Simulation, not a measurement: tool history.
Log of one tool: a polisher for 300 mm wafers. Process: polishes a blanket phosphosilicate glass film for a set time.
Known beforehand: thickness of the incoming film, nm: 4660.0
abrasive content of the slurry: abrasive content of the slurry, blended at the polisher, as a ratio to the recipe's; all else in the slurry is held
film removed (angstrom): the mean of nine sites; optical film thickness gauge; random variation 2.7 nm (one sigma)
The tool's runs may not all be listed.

run,hour,flow of slurry (ml/min),pressure of the wafer on the pad (psi),speed of the pad under the wafer (cm/s),abrasive content of the slurry,polishing time (s),film removed (angstrom)
1,0.0,230,2.5,112,1.00,66,3891.6
2,6.7,230,2.5,112,1.00,66,3900.7
3,10.1,270,2.5,112,1.00,66,3990.1
4,18.1,270,2.5,112,1.15,66,4289.4
5,24.0,265,2.2,112,1.15,66,3943.6
6,31.8,265,2.8,112,1.15,66,4405.3
7,36.9,260,2.2,110,1.15,66,3810.9

Run 8 has not been measured yet. What should we expect?
8,43.4,250,1.9,110,1.15,66,?

{"run 8": {"film removed (angstrom)": 3617.4}}

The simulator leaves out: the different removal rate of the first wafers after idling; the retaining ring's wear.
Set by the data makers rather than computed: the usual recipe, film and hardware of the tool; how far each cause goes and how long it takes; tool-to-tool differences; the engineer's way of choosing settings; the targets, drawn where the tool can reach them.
